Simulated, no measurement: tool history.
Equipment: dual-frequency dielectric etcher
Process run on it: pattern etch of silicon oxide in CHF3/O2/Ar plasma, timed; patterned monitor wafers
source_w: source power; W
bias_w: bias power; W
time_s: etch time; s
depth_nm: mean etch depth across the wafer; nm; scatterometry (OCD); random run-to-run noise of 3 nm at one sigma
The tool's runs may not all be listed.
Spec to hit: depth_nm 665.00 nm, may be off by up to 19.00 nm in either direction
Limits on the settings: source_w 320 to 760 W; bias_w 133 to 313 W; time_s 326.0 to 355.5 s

run  hour  source_w  bias_w  time_s  depth_nm
  1   0.0       540     223   355.5    766.96
  2   8.6       510     218   354.5    746.96
  3  12.2       570     218   354.5    771.29
  4  14.6       540     210   352.5    754.45
  5  18.7       540     210   355.5    750.42
  6  22.1       510     204   354.0    725.29
  7  23.0       490     201   353.5    718.40
  8  25.6       470     197   352.5    701.91
  9  31.2       460     195   352.0    694.36

Pick the move, out of 5, that brings all results within their allowed miss; only one does.
  A  36.8       410     215   342.5         ?
  B  36.8       470     192   355.5         ?
  C  36.8       470     213   355.5         ?
  D  36.8       550     172   355.5         ?
  E  36.8       490     250   335.0         ?

move  depth_nm
   A    670.79
   B    698.11
   C    724.30
   D    707.20
   E    732.93
A: each result inside its tolerance
B: further off than the last run
C: further off than the last run
D: further off than the last run
E: further off than the last run
Go with A: it meets all targets.
